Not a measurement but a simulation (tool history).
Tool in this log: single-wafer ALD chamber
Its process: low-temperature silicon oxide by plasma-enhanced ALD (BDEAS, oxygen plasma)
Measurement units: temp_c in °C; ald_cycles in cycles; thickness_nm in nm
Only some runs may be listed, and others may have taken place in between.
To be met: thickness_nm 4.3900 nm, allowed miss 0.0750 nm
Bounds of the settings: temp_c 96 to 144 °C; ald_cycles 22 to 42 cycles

{"run": 1, "hour": 0.0, "temp_c": 120, "ald_cycles": 32, "thickness_nm": 4.8496}
{"run": 2, "hour": 1.1, "temp_c": 121, "ald_cycles": 31, "thickness_nm": 4.6944}
{"run": 3, "hour": 8.9, "temp_c": 121, "ald_cycles": 35, "thickness_nm": 5.2924}
{"run": 4, "hour": 13.8, "temp_c": 121, "ald_cycles": 32, "thickness_nm": 4.8179}
{"run": 5, "hour": 15.8, "temp_c": 123, "ald_cycles": 31, "thickness_nm": 4.6559}
{"run": 6, "hour": 21.7, "temp_c": 123, "ald_cycles": 33, "thickness_nm": 4.9838}
{"run": 7, "hour": 26.7, "temp_c": 123, "ald_cycles": 32, "thickness_nm": 4.8371}
{"run": 8, "hour": 35.1, "temp_c": 123, "ald_cycles": 31, "thickness_nm": 4.6773}
{"run": 9, "hour": 41.3, "temp_c": 123, "ald_cycles": 30, "thickness_nm": 4.4987}
{"run": 10, "hour": 43.1, "temp_c": 124, "ald_cycles": 30, "thickness_nm": 4.5016}
{"run": 11, "hour": 45.1, "temp_c": 125, "ald_cycles": 30, "thickness_nm": 4.5042}

Exercise: of the 4 proposed moves below, exactly one satisfies all targets within the stated allowed misses. Which move is it?
{"run": "A", "hour": 47.1, "temp_c": 121, "ald_cycles": 29, "thickness_nm": "?"}
{"run": "B", "hour": 47.1, "temp_c": 99, "ald_cycles": 29, "thickness_nm": "?"}
{"run": "C", "hour": 47.1, "temp_c": 127, "ald_cycles": 31, "thickness_nm": "?"}
{"run": "D", "hour": 47.1, "temp_c": 122, "ald_cycles": 31, "thickness_nm": "?"}

move=A thickness_nm=4.3664
move=B thickness_nm=4.5654
move=C thickness_nm=4.6134
move=D thickness_nm=4.6585
A: all results land within tolerance of their targets
B: further off than the last run
C: further off than the last run
D: further off than the last run
Move A is the one to make.
